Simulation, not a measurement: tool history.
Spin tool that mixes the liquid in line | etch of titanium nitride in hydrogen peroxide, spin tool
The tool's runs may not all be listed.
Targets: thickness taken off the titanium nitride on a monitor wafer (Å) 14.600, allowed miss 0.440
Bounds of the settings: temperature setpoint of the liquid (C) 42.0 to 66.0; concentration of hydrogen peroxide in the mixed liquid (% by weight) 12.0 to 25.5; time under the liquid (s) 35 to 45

run  hour  temperature setpoint of the liquid (C)  concentration of hydrogen peroxide in the mixed liquid (% by weight)  time under the liquid (s)  thickness taken off the titanium nitride on a monitor wafer (Å)
  1   0.0                                    58.0                                                                  17.5                         45                                                           31.619
  2   0.8                                    58.0                                                                  14.5                         45                                                           30.306
  3   8.2                                    55.0                                                                  14.5                         45                                                           24.679
  4  11.2                                    49.5                                                                  14.5                         45                                                           16.776
  5  19.2                                    49.5                                                                  14.5                         45                                                           16.735
  6  25.7                                    49.5                                                                  14.5                         45                                                           16.647
  7  26.4                                    49.0                                                                  14.5                         45                                                           16.085
  8  31.9                                    48.5                                                                  14.5                         45                                                           15.440

Which of these 4 next moves meets every target?
  A  37.4                                    51.0                                                                  15.5                         35                                                                ?
  B  37.4                                    50.0                                                                  14.0                         40                                                                ?
  C  37.4                                    47.0                                                                  12.0                         45                                                                ?
  D  37.4                                    51.0                                                                  12.0                         35                                                                ?

move  thickness taken off the titanium nitride on a monitor wafer (Å)
   A                                                           14.711
   B                                                           15.311
   C                                                           13.400
   D                                                           13.939
A: meets every target
B: nearer than the last run, and not there yet
C: takes the result that was furthest off past its target
D: takes the result that was furthest off past its target
The right move is A.
